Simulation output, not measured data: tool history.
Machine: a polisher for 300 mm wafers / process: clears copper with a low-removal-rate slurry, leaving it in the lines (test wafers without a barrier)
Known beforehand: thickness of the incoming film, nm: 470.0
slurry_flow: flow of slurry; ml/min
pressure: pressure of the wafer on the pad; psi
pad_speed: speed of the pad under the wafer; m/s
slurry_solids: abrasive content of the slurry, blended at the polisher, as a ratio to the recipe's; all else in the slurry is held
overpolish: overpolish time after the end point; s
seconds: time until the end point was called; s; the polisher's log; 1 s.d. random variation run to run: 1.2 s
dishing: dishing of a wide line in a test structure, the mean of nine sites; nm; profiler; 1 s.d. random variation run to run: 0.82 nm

run,hour,slurry_flow,pressure,pad_speed,slurry_solids,overpolish,seconds,dishing
1,0,140,3.4,1.08,1,15,112.32,42.705
2,3.9,140,3.6,1.08,1,16,105.06,46.866
3,10.2,140,3.7,1.08,1,17,104.49,50.427
4,18.9,140,3.7,1.08,1,15,101.01,45.1
5,27.8,140,3.8,1.08,1,16,102.38,49.757
6,28.8,140,4.5,1.08,1,16,84.061,55.784

Forecast run 7:
7,32.1,135,4.5,1.08,1,17,?,?

{"run 7": {"seconds": 85.218, "dishing": 58.178}}
